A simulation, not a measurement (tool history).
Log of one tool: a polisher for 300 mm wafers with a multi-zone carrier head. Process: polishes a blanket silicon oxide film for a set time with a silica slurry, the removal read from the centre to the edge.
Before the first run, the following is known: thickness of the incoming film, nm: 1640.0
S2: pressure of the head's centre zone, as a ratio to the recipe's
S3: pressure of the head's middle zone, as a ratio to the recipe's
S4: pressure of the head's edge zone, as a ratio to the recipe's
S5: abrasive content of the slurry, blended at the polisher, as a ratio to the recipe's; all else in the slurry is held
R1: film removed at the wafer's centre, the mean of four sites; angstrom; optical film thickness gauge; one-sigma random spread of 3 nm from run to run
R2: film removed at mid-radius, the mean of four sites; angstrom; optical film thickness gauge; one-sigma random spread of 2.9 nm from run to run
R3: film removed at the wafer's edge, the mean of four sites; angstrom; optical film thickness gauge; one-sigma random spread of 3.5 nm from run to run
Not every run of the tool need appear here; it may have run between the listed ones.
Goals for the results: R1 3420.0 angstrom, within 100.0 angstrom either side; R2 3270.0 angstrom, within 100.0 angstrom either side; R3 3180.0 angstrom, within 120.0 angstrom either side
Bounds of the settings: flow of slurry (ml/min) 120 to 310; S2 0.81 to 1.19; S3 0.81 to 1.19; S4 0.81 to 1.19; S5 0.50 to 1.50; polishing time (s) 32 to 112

Run 1, hour 0.0: flow of slurry (ml/min) 200, S2 1.00, S3 1.00, S4 1.00, S5 1.00, polishing time (s) 72. Result: R1 1759.5 angstrom, R2 1884.1 angstrom, R3 1836.7 angstrom.
Run 2, hour 3.4: flow of slurry (ml/min) 200, S2 1.00, S3 1.00, S4 1.03, S5 1.00, polishing time (s) 72. Result: R1 1793.7 angstrom, R2 1901.6 angstrom, R3 1868.4 angstrom.
Run 3, hour 7.5: flow of slurry (ml/min) 200, S2 0.93, S3 1.00, S4 1.03, S5 1.00, polishing time (s) 72. Result: R1 1622.7 angstrom, R2 1890.8 angstrom, R3 1868.2 angstrom.
Run 4, hour 15.8: flow of slurry (ml/min) 200, S2 0.93, S3 1.00, S4 1.06, S5 1.00, polishing time (s) 72. Result: R1 1652.9 angstrom, R2 1900.7 angstrom, R3 1911.8 angstrom.
Run 5, hour 22.4: flow of slurry (ml/min) 200, S2 0.93, S3 1.00, S4 1.13, S5 1.00, polishing time (s) 72. Result: R1 1659.0 angstrom, R2 1870.7 angstrom, R3 1952.1 angstrom.
Run 6, hour 24.6: flow of slurry (ml/min) 200, S2 0.93, S3 1.00, S4 1.13, S5 1.10, polishing time (s) 72. Result: R1 1729.4 angstrom, R2 1987.0 angstrom, R3 2055.1 angstrom.
Run 7, hour 30.1: flow of slurry (ml/min) 210, S2 0.97, S3 1.01, S4 1.14, S5 1.15, polishing time (s) 75. Result: R1 1921.9 angstrom, R2 2091.0 angstrom, R3 2195.6 angstrom.
At hour 35.3: worn pad replaced by a new one.
Run 8, hour 35.3: flow of slurry (ml/min) 260, S2 1.07, S3 1.11, S4 1.12, S5 1.40, polishing time (s) 95. Result: R1 3466.6 angstrom, R2 3632.3 angstrom, R3 3505.6 angstrom.
Run 9, hour 35.9: flow of slurry (ml/min) 255, S2 1.08, S3 1.10, S4 1.10, S5 1.40, polishing time (s) 95. Result: R1 3582.0 angstrom, R2 3580.8 angstrom, R3 3461.0 angstrom.

Pick the move, out of 4, that brings all results within their allowed miss; only one does.
Run A, hour 36.5: flow of slurry (ml/min) 235, S2 1.19, S3 0.90, S4 1.19, S5 1.50, polishing time (s) 95. Result: R1 ?, R2 ?, R3 ?.
Run B, hour 36.5: flow of slurry (ml/min) 230, S2 1.11, S3 1.02, S4 1.03, S5 1.40, polishing time (s) 91. Result: R1 ?, R2 ?, R3 ?.
Run C, hour 36.5: flow of slurry (ml/min) 245, S2 1.19, S3 1.03, S4 1.06, S5 1.45, polishing time (s) 89. Result: R1 ?, R2 ?, R3 ?.
Run D, hour 36.5: flow of slurry (ml/min) 230, S2 1.10, S3 0.91, S4 1.19, S5 1.50, polishing time (s) 98. Result: R1 ?, R2 ?, R3 ?.

move      R1      R2      R3
   A  3964.7  3306.1  3697.2
   B  3438.1  3254.2  3194.9
   C  3690.2  3266.7  3232.9
   D  3766.7  3418.7  3805.5
A: the furthest-off result lands on target, but another misses its tolerance
B: all results in spec
C: the furthest-off result lands on target, but another misses its tolerance
D: lands further from the targets than the last run did
Correct choice: B, which meets every target
